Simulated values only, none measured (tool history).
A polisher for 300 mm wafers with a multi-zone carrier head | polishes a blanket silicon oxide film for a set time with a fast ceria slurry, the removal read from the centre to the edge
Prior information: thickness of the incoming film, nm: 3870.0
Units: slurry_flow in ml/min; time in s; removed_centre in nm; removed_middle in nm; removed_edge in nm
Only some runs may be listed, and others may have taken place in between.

run  hour  slurry_flow  centre_zone  middle_zone  edge_zone  time  removed_centre  removed_middle  removed_edge
  1     0          180            1            1          1    45          728.42           742.6        754.69
  2     6          175            1         0.98       0.98    44           710.1          721.29        761.94
  3     8          180         1.01         0.98       0.98    42          691.18          680.16        708.57
  4   9.3          180         1.01         0.98       1.04    42           685.9          681.38        704.87
  5  14.9          180         1.01         0.98       1.04    37          610.72          607.22        646.58
  6  23.1          180         1.02         0.98       1.04    36          600.04          584.86        624.37
  7  29.8          180         1.02         0.98       1.04    35          581.68          575.11        614.82
  8  33.4          180         1.03         0.98       1.04    34          574.19          558.23        598.53
  9  39.4          180         1.04         0.98       1.04    34          569.83          557.36        597.36
 10  43.9          180         1.05         0.98       1.04    34          578.07          554.47        587.62
 11  45.7          175         1.05         0.98       1.04    34          578.65          556.92        577.69
 12  50.3          170         1.05         0.97       1.04    34          565.08          542.17        594.57
 13  58.5          170         1.06         0.97       1.04    34          574.13          544.12        593.51
 14  65.8          170         1.07         0.97       1.04    34          588.65          550.56        581.55

For run 15, what comes out?
 15  68.1          165         1.07         0.97       1.04    34               ?               ?             ?

removed_centre: 581.24 nm
removed_middle: 540.13 nm
removed_edge: 581.73 nm
